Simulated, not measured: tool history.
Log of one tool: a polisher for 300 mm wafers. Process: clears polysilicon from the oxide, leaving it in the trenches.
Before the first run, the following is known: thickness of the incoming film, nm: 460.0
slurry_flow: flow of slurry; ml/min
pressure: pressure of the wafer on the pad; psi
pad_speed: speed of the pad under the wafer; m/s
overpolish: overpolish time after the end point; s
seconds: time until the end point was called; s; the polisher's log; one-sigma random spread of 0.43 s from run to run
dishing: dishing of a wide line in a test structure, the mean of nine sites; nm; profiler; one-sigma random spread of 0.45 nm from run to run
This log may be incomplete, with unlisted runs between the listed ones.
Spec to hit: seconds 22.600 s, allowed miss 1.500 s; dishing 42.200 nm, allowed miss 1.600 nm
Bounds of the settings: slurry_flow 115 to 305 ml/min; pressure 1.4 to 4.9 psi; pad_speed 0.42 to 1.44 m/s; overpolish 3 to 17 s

Run 1, hour 0.0: slurry_flow 195 ml/min, pressure 3.1 psi, pad_speed 0.92 m/s, overpolish 9 s. Result: seconds 35.943 s, dishing 41.605 nm.
Run 2, hour 8.1: slurry_flow 195 ml/min, pressure 2.3 psi, pad_speed 0.92 m/s, overpolish 9 s. Result: seconds 43.756 s, dishing 39.062 nm.
Run 3, hour 15.6: slurry_flow 195 ml/min, pressure 2.6 psi, pad_speed 0.94 m/s, overpolish 8 s. Result: seconds 39.131 s, dishing 38.885 nm.
Run 4, hour 23.7: slurry_flow 195 ml/min, pressure 2.6 psi, pad_speed 1.08 m/s, overpolish 8 s. Result: seconds 35.189 s, dishing 40.397 nm.
Run 5, hour 32.4: slurry_flow 195 ml/min, pressure 2.8 psi, pad_speed 1.10 m/s, overpolish 8 s. Result: seconds 33.923 s, dishing 41.385 nm.
Run 6, hour 39.9: slurry_flow 195 ml/min, pressure 2.1 psi, pad_speed 1.10 m/s, overpolish 8 s. Result: seconds 40.270 s, dishing 38.879 nm.
Run 7, hour 43.0: slurry_flow 195 ml/min, pressure 2.3 psi, pad_speed 1.12 m/s, overpolish 8 s. Result: seconds 36.828 s, dishing 38.699 nm.
Run 8, hour 47.2: slurry_flow 195 ml/min, pressure 2.5 psi, pad_speed 1.14 m/s, overpolish 8 s. Result: seconds 35.422 s, dishing 40.342 nm.
Run 9, hour 49.5: slurry_flow 195 ml/min, pressure 2.7 psi, pad_speed 1.16 m/s, overpolish 7 s. Result: seconds 32.613 s, dishing 39.731 nm.
Run 10, hour 51.6: slurry_flow 195 ml/min, pressure 2.9 psi, pad_speed 1.18 m/s, overpolish 7 s. Result: seconds 30.460 s, dishing 40.867 nm.
Run 11, hour 60.2: slurry_flow 195 ml/min, pressure 3.0 psi, pad_speed 1.18 m/s, overpolish 7 s. Result: seconds 29.695 s, dishing 39.865 nm.
Run 12, hour 61.9: slurry_flow 195 ml/min, pressure 3.1 psi, pad_speed 1.18 m/s, overpolish 7 s. Result: seconds 28.717 s, dishing 40.749 nm.
Run 13, hour 65.9: slurry_flow 195 ml/min, pressure 3.2 psi, pad_speed 1.18 m/s, overpolish 7 s. Result: seconds 28.204 s, dishing 41.177 nm.
Run 14, hour 66.6: slurry_flow 195 ml/min, pressure 3.3 psi, pad_speed 1.18 m/s, overpolish 7 s. Result: seconds 27.118 s, dishing 40.643 nm.

Which of these 4 next moves meets every target?
Run A, hour 67.3: slurry_flow 200 ml/min, pressure 3.0 psi, pad_speed 1.04 m/s, overpolish 10 s. Result: seconds ?, dishing ?.
Run B, hour 67.3: slurry_flow 120 ml/min, pressure 3.9 psi, pad_speed 1.32 m/s, overpolish 8 s. Result: seconds ?, dishing ?.
Run C, hour 67.3: slurry_flow 125 ml/min, pressure 3.7 psi, pad_speed 1.20 m/s, overpolish 9 s. Result: seconds ?, dishing ?.
Run D, hour 67.3: slurry_flow 235 ml/min, pressure 3.8 psi, pad_speed 1.44 m/s, overpolish 6 s. Result: seconds ?, dishing ?.

move  seconds  dishing
   A   33.534   42.121
   B   23.703   42.643
   C   26.763   42.630
   D   20.492   42.029
A: misses by more than the last run did
B: hits every target within its allowed miss
C: an improvement on the last run, though not all results are within tolerance
D: the result that was furthest off in the last run now lies on the other side of its target
Move B is the one to make.

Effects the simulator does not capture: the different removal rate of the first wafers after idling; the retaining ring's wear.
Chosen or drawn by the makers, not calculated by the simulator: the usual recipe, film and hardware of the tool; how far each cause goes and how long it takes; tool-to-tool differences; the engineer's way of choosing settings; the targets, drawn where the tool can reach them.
